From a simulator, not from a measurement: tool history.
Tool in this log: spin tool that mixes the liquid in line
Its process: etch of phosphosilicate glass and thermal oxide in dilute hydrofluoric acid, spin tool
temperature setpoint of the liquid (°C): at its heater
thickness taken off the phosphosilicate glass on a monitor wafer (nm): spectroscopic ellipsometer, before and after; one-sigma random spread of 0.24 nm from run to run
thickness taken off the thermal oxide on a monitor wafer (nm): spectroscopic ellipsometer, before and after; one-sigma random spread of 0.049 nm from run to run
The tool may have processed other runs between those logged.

run  hour  temperature setpoint of the liquid (°C)  parts of water to one part of 49 % hydrofluoric acid (parts by volume)  time under the liquid (s)  thickness taken off the phosphosilicate glass on a monitor wafer (nm)  thickness taken off the thermal oxide on a monitor wafer (nm)
  1     0                                       24                                                                     210                         30                                                                 27.269                                                        0.53797
  2   8.1                                       24                                                                     245                         30                                                                 22.687                                                        0.44648
  3  13.4                                       24                                                                     200                         30                                                                 28.996                                                        0.60574
  4  21.8                                       25                                                                     195                         30                                                                 31.053                                                        0.69031
  5  28.3                                       25                                                                     190                         30                                                                 31.922                                                        0.63561
  6  33.7                                       23                                                                     190                         30                                                                 29.553                                                        0.65779
  7  41.5                                       24                                                                     185                         30                                                                 32.143                                                        0.66973
  8  45.1                                       25                                                                     180                         30                                                                  34.05                                                         0.6741
  9  51.1                                     25.5                                                                     175                         30                                                                  36.21                                                        0.72753
 10  58.5                                       26                                                                     175                         30                                                                  36.95                                                         0.7367
 11  65.4                                       26                                                                     175                         30                                                                 36.978                                                         0.6737
 12  68.4                                       26                                                                     170                         30                                                                 38.206                                                         0.7789
 13  76.5                                     26.5                                                                     170                         30                                                                 38.685                                                        0.79097
 14    81                                       27                                                                     170                         30                                                                 39.035                                                        0.83419
 15  88.4                                     27.5                                                                     170                         30                                                                 40.098                                                        0.83786

Predict the results of run 16:
 16  95.1                                     27.5                                                                     170                         30                                                                      ?                                                              ?

{"run 16": {"thickness taken off the phosphosilicate glass on a monitor wafer (nm)": 40.166, "thickness taken off the thermal oxide on a monitor wafer (nm)": 0.88705}}
